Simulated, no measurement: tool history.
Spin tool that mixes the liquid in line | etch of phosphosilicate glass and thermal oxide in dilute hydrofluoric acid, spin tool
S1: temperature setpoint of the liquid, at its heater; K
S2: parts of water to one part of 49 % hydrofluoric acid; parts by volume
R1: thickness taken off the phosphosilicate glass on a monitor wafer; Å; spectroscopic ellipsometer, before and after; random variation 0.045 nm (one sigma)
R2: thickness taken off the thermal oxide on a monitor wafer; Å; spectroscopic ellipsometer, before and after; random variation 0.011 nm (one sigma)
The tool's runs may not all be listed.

run 1 hour=0 | S1=298.15 S2=110 time_under_the_liquid_(s)=30 | R1=166.37 R2=13.397
run 2 hour=8.4 | S1=300.65 S2=110 time_under_the_liquid_(s)=30 | R1=182.28 R2=13.985
run 3 hour=13.8 | S1=299.65 S2=130 time_under_the_liquid_(s)=30 | R1=145.3 R2=11.287
run 4 hour=20.7 | S1=297.15 S2=130 time_under_the_liquid_(s)=30 | R1=132.96 R2=10.168
run 5 hour=24 | S1=295.65 S2=145 time_under_the_liquid_(s)=30 | R1=109 R2=8.5157
run 6 hour=27.6 | S1=294.65 S2=155 time_under_the_liquid_(s)=30 | R1=96.763 R2=7.9605
run 7 hour=32 | S1=294.65 S2=165 time_under_the_liquid_(s)=30 | R1=92.041 R2=7.0345
run 8 hour=39.2 | S1=293.65 S2=170 time_under_the_liquid_(s)=30 | R1=83.598 R2=6.2572

The next listed run, before its measurement:
run 9 hour=41.4 | S1=290.65 S2=190 time_under_the_liquid_(s)=30 | R1=? R2=?

Run 9 gave R1 66.314 Å, R2 5.1148 Å.
